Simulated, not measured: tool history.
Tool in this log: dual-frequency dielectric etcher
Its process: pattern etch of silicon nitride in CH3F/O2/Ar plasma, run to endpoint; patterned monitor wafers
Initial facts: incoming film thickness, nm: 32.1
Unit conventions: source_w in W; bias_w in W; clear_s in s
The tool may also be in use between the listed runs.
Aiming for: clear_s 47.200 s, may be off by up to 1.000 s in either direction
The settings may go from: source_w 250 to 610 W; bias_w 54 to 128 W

Run 1, hour 0.0: source_w 430 W, bias_w 91 W. Result: clear_s 41.902 s.
Run 2, hour 4.5: source_w 430 W, bias_w 80 W. Result: clear_s 42.960 s.
Run 3, hour 10.8: source_w 410 W, bias_w 79 W. Result: clear_s 43.862 s.
Run 4, hour 15.5: source_w 390 W, bias_w 78 W. Result: clear_s 45.140 s.
Run 5, hour 22.5: source_w 380 W, bias_w 77 W. Result: clear_s 45.675 s.
Run 6, hour 24.4: source_w 380 W, bias_w 83 W. Result: clear_s 44.673 s.
At hour 25.0: bias power generator calibrated.
Run 7, hour 25.0: source_w 370 W, bias_w 82 W. Result: clear_s 44.849 s.
Run 8, hour 29.5: source_w 360 W, bias_w 81 W. Result: clear_s 45.290 s.

Which of these 5 next moves meets every target?
Run A, hour 34.0: source_w 260 W, bias_w 105 W. Result: clear_s ?.
Run B, hour 34.0: source_w 400 W, bias_w 98 W. Result: clear_s ?.
Run C, hour 34.0: source_w 360 W, bias_w 91 W. Result: clear_s ?.
Run D, hour 34.0: source_w 350 W, bias_w 103 W. Result: clear_s ?.
Run E, hour 34.0: source_w 350 W, bias_w 92 W. Result: clear_s ?.

move  clear_s
   A   46.971
   B   41.339
   C   43.819
   D   42.681
   E   44.114
A: all results land within tolerance of their targets
B: moves away from the targets compared with the last run
C: moves away from the targets compared with the last run
D: moves away from the targets compared with the last run
E: moves away from the targets compared with the last run
A is the move that brings every result within its allowed miss.

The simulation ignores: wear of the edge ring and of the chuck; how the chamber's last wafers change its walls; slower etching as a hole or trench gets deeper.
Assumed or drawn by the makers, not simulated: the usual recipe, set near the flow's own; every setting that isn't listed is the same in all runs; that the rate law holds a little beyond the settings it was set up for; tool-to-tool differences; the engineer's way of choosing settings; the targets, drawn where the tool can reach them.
